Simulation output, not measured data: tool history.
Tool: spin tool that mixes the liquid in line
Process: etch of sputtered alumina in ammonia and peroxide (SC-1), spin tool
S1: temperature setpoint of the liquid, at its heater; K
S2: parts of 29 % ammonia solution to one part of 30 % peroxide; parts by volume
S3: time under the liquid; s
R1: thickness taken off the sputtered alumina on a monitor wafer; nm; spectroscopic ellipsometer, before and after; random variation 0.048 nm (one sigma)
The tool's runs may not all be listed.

run  hour      S1    S2   S3      R1
  1     0  321.15   0.7  270  12.029
  2     2  321.15  0.85  270  12.248
  3   5.7  321.15     1  270  12.513
  4   6.7  319.65     1  270  11.497
  5  12.1  319.65     1  290  12.354
  6  15.9  319.65     1  270  11.415

The next listed run, before its measurement:
  7  20.2  313.15   1  270   ?

R1: 7.9579 nm
